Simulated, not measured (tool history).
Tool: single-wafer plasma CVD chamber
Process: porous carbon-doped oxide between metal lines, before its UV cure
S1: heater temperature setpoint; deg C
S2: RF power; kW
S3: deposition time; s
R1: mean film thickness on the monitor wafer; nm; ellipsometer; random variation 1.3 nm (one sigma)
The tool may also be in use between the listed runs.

run	hour	S1	S2	S3	R1
1	0	315	0.39	56.3	219.92
2	8.3	311	0.405	56.4	231.98
3	11.3	305	0.405	56.4	239.28
4	13.6	303	0.41	56.5	244.66
5	20.7	303	0.385	56.5	231.49
6	29.5	312	0.385	56.5	220.69
# hour 35.9: thermocouple changed; heater temperature recalibrated
7	35.9	308	0.4	56.6	227.46

Forecast run 8:
8	43.4	308	0.4	56.6	?

Run 8 gave R1 225.01 nm.
